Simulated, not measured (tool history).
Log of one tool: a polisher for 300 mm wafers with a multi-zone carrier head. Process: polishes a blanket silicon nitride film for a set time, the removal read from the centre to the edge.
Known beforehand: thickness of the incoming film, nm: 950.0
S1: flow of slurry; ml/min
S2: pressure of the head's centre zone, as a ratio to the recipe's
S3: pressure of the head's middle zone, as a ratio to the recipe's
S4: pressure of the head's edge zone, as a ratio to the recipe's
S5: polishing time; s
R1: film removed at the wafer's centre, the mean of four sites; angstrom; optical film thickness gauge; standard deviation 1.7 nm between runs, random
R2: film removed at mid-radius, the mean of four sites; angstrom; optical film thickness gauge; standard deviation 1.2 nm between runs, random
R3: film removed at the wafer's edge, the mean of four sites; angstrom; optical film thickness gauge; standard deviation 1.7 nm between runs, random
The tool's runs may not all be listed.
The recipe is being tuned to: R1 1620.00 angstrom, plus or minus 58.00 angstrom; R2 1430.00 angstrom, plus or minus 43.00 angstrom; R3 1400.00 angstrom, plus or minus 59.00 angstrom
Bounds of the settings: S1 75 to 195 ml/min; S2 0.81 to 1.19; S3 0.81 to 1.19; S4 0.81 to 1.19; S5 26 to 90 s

run  hour   S1    S2    S3    S4  S5       R1       R2       R3
  1   0.0  125  1.00  1.00  1.00  58  1188.10  1225.40  1167.30
  2   3.2  115  1.00  1.00  1.00  58  1187.90  1185.30  1171.00
  3   5.4  125  1.04  1.00  1.04  59  1269.20  1234.80  1267.60
  4   6.7  125  1.04  1.00  1.04  45   977.16   941.89   938.72
  5  15.0  125  1.04  1.00  1.04  31   673.60   659.99   652.70
  6  18.8  140  1.08  1.02  1.07  38   879.05   840.21   819.25
  7  27.5  150  1.11  1.03  1.09  43  1046.20   962.79   942.48
  8  31.5  155  1.13  1.04  1.11  47  1175.40  1082.30  1054.10

4 candidate next runs follow, results not yet known. Just one meets every target within its allowed miss. Identify it.
  A  35.5  120  1.11  0.93  1.08  41   ?   ?   ?
  B  35.5  140  1.00  1.12  1.06  32   ?   ?   ?
  C  35.5  135  1.11  1.01  1.13  56   ?   ?   ?
  D  35.5  140  1.19  1.07  1.11  63   ?   ?   ?

move       R1       R2       R3
   A   934.89   810.90   875.18
   B   684.55   767.68   691.90
   C  1318.00  1219.80  1245.50
   D  1605.20  1451.90  1395.00
A: lands further from the targets than the last run did
B: lands further from the targets than the last run did
C: closes in on the targets versus the last run, not all within tolerance yet
D: meets every target
Correct choice: D, which meets every target

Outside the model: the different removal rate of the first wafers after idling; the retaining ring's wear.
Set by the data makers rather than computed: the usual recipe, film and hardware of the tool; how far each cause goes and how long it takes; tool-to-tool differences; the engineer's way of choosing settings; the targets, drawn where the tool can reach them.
